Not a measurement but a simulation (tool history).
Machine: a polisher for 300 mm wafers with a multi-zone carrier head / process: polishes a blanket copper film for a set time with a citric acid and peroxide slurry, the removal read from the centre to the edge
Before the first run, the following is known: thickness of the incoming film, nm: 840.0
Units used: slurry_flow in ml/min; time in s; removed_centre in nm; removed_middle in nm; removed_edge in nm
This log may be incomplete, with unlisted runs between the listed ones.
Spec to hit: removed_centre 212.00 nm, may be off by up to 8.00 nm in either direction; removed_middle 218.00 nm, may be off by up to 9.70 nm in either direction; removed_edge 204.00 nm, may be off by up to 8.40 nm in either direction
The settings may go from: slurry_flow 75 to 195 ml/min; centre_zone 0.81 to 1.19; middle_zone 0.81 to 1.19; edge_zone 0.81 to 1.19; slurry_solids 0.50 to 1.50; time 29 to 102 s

run 1 day=0.000 | slurry_flow=125 centre_zone=1.00 middle_zone=1.00 edge_zone=1.00 slurry_solids=1.00 time=65 | removed_centre=156.19 removed_middle=154.43 removed_edge=152.44
run 2 day=0.067 | slurry_flow=135 centre_zone=1.01 middle_zone=1.03 edge_zone=1.03 slurry_solids=1.15 time=66 | removed_centre=164.46 removed_middle=169.45 removed_edge=167.94
run 3 day=0.279 | slurry_flow=135 centre_zone=1.01 middle_zone=1.03 edge_zone=1.07 slurry_solids=1.15 time=66 | removed_centre=166.64 removed_middle=165.91 removed_edge=165.90
run 4 day=0.512 | slurry_flow=145 centre_zone=1.03 middle_zone=1.05 edge_zone=1.06 slurry_solids=1.25 time=67 | removed_centre=177.97 removed_middle=177.66 removed_edge=172.44
run 5 day=0.746 | slurry_flow=150 centre_zone=1.03 middle_zone=1.06 edge_zone=1.07 slurry_solids=1.30 time=69 | removed_centre=185.47 removed_middle=186.61 removed_edge=182.68
run 6 day=0.958 | slurry_flow=150 centre_zone=1.03 middle_zone=1.06 edge_zone=1.07 slurry_solids=1.20 time=69 | removed_centre=176.51 removed_middle=180.08 removed_edge=179.86
run 7 day=1.179 | slurry_flow=180 centre_zone=1.08 middle_zone=1.16 edge_zone=1.17 slurry_solids=1.35 time=71 | removed_centre=203.14 removed_middle=213.67 removed_edge=200.83
run 8 day=1.304 | slurry_flow=180 centre_zone=1.09 middle_zone=1.16 edge_zone=1.17 slurry_solids=1.35 time=71 | removed_centre=203.55 removed_middle=218.45 removed_edge=203.73

5 next moves are on the table. One of them brings every result within its allowed miss. Which?
run A day=1.429 | slurry_flow=190 centre_zone=0.90 middle_zone=1.07 edge_zone=1.19 slurry_solids=1.50 time=75 | removed_centre=? removed_middle=? removed_edge=?
run B day=1.429 | slurry_flow=185 centre_zone=1.00 middle_zone=1.13 edge_zone=1.17 slurry_solids=1.50 time=68 | removed_centre=? removed_middle=? removed_edge=?
run C day=1.429 | slurry_flow=155 centre_zone=1.15 middle_zone=1.15 edge_zone=1.16 slurry_solids=1.40 time=72 | removed_centre=? removed_middle=? removed_edge=?
run D day=1.429 | slurry_flow=150 centre_zone=0.95 middle_zone=1.16 edge_zone=1.14 slurry_solids=1.45 time=75 | removed_centre=? removed_middle=? removed_edge=?
run E day=1.429 | slurry_flow=90 centre_zone=0.98 middle_zone=0.95 edge_zone=1.19 slurry_solids=1.20 time=88 | removed_centre=? removed_middle=? removed_edge=?

move=A removed_centre=197.07 removed_middle=222.95 removed_edge=223.24
move=B removed_centre=188.78 removed_middle=210.96 removed_edge=199.91
move=C removed_centre=207.54 removed_middle=217.48 removed_edge=203.60
move=D removed_centre=193.74 removed_middle=228.89 removed_edge=210.94
move=E removed_centre=198.83 removed_middle=197.80 removed_edge=228.13
A: misses by more than the last run did
B: misses by more than the last run did
C: in spec on every target
D: misses by more than the last run did
E: misses by more than the last run did
Go with C: it meets all targets.

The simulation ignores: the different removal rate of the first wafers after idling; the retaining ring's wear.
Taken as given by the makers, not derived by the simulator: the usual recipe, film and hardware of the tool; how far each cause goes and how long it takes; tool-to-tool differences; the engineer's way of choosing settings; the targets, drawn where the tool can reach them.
